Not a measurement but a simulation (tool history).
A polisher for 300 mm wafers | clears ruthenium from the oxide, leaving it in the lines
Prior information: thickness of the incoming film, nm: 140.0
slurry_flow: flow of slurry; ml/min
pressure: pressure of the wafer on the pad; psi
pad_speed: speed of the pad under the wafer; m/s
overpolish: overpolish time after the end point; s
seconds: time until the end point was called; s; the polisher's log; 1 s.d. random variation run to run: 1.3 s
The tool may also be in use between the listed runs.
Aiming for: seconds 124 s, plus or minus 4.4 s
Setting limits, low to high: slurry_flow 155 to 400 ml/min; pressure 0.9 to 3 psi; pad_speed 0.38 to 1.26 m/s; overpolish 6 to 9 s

run	hour	slurry_flow	pressure	pad_speed	overpolish	seconds
1	0	255	1.9	0.82	9	149.73
2	3.5	255	2.1	0.82	9	143.44
3	10.8	255	2.3	0.82	9	134.26
4	11.7	255	2.3	0.64	9	172.33
# hour 13.4: slurry nozzle cleaned
5	13.4	255	2.4	0.64	9	158.09
6	17.6	255	1.9	0.64	9	185.98
7	19.1	260	2.5	0.68	9	144.28
8	23.4	265	2.5	0.68	9	147.42
9	27	265	2.6	0.68	9	139.44
10	33.6	270	2.6	0.68	9	139.5
11	37.6	270	2.9	0.68	9	131.07

4 candidate next runs follow, results not yet known. Just one meets every target within its allowed miss. Identify it.
A	41.6	275	3	0.7	9	?
B	41.6	265	2.8	0.68	6	?
C	41.6	240	2.3	0.74	9	?
D	41.6	345	2.8	0.66	9	?

move	seconds
A	122
B	132.55
C	142.19
D	133
A: every result lands within tolerance
B: lands further from the targets than the last run did
C: lands further from the targets than the last run did
D: lands further from the targets than the last run did
A is the move that brings every result within its allowed miss.
